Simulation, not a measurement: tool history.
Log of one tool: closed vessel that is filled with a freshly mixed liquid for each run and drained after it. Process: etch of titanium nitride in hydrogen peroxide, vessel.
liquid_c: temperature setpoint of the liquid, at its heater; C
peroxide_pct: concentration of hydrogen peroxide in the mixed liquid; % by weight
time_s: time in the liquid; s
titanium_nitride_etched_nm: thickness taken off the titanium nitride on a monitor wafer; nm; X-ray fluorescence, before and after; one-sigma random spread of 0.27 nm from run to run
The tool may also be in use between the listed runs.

| run | hour | liquid_c | peroxide_pct | time_s | titanium_nitride_etched_nm |
|---|---|---|---|---|---|
| 1 | 0 | 52 | 20 | 865 | 90.002 |
| 2 | 2.6 | 49 | 20 | 865 | 72.66 |
| 3 | 7.5 | 48 | 20 | 865 | 67.481 |
| 4 | 12.4 | 48 | 21.5 | 865 | 68.572 |
| 5 | 14.3 | 48 | 21.5 | 925 | 73.76 |
| 6 | 18.1 | 48 | 21.5 | 925 | 73.524 |
| 7 | 26.9 | 47 | 21.5 | 925 | 68.192 |
| 8 | 30.6 | 46.5 | 21.5 | 925 | 65.753 |
| 9 | 33.9 | 46 | 21.5 | 925 | 62.807 |

Run 10 comes next. What will it give?
| 10 | 39.8 | 45.5 | 21.5 | 925 | ? |

For run 10 the tool returned titanium_nitride_etched_nm 61.257 nm.

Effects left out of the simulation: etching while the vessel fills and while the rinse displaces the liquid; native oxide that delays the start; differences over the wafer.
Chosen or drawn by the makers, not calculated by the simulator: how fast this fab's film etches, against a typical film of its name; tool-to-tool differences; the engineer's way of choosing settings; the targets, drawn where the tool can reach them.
